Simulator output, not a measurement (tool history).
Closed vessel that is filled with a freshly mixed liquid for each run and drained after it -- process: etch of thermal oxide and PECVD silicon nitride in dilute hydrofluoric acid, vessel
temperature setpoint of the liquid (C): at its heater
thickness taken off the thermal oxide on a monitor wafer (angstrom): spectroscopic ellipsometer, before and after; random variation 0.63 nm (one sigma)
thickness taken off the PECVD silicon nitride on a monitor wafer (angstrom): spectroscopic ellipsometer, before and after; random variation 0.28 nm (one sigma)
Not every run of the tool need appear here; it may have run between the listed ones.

run  hour  temperature setpoint of the liquid (C)  parts of water to one part of 49 % hydrofluoric acid (parts by volume)  time in the liquid (s)  thickness taken off the thermal oxide on a monitor wafer (angstrom)  thickness taken off the PECVD silicon nitride on a monitor wafer (angstrom)
  1     0                                      22                                                                      90                    1070                                                               586.61                                                                       312.29
  2   5.8                                      22                                                                      90                     755                                                               408.33                                                                       219.37
  3   9.5                                      22                                                                      90                     575                                                               316.43                                                                        166.9
  4  10.7                                      22                                                                      90                     850                                                               464.58                                                                       246.96
  5  14.5                                      22                                                                      70                     850                                                               609.78                                                                       319.08
  6  21.8                                    18.5                                                                      70                     850                                                               533.64                                                                       249.34
  7  24.4                                      21                                                                      70                     855                                                               592.34                                                                       297.08
  8  29.4                                    22.5                                                                      70                     860                                                               635.33                                                                       329.66
  9  35.7                                      24                                                                      75                     870                                                                  623                                                                        347.9
 10  42.6                                      25                                                                      75                     870                                                                652.6                                                                        367.8
 11  51.6                                      26                                                                      75                     875                                                               690.35                                                                        401.9
 12  52.6                                    26.5                                                                      75                     880                                                               701.11                                                                       412.55
 13  59.1                                      27                                                                      75                     885                                                               720.62                                                                       429.58
 14  67.8                                    27.5                                                                      75                     890                                                               741.84                                                                       444.92
 15  76.7                                      28                                                                      80                     895                                                               707.93                                                                       433.88
 16  81.2                                    28.5                                                                      80                     900                                                               724.92                                                                       448.32
 17  86.9                                    28.5                                                                      80                     905                                                               725.87                                                                       455.83
 18  88.9                                    28.5                                                                      80                     910                                                               728.83                                                                       456.85
 19  90.4                                      29                                                                      90                     930                                                               659.83                                                                        431.6

Run 20 has not been measured yet. What should we expect?
 20  96.4                                      29                                                                      90                     925                                                                    ?                                                                            ?

Run 20 yielded thickness taken off the thermal oxide on a monitor wafer (angstrom) 673.18, thickness taken off the PECVD silicon nitride on a monitor wafer (angstrom) 427.36.

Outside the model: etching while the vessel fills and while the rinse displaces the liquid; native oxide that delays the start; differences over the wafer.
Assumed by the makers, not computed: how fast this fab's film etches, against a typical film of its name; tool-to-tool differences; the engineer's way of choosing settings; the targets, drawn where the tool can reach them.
